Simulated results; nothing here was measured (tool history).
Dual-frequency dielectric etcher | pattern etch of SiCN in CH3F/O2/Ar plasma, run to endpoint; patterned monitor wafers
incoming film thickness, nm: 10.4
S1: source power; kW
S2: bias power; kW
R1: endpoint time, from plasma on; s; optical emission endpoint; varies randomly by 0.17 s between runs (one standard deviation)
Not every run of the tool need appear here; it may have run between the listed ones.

| run | hour | S1 | S2 | R1 |
|---|---|---|---|---|
| 1 | 0 | 0.48 | 0.057 | 28.416 |
| 2 | 4.5 | 0.46 | 0.056 | 29.065 |
| 3 | 12.7 | 0.45 | 0.056 | 29.021 |
| 4 | 19 | 0.45 | 0.059 | 28.784 |
| 5 | 25.8 | 0.44 | 0.058 | 28.895 |
| 6 | 32.5 | 0.47 | 0.058 | 28.649 |
| 7 | 34.2 | 0.45 | 0.057 | 28.974 |
| 8 | 39.1 | 0.43 | 0.056 | 29.563 |

Run 9, settings as shown, results not yet in. Your forecast:
| 9 | 43.9 | 0.42 | 0.055 | ? |

Run 9 yielded R1 30.115 s.

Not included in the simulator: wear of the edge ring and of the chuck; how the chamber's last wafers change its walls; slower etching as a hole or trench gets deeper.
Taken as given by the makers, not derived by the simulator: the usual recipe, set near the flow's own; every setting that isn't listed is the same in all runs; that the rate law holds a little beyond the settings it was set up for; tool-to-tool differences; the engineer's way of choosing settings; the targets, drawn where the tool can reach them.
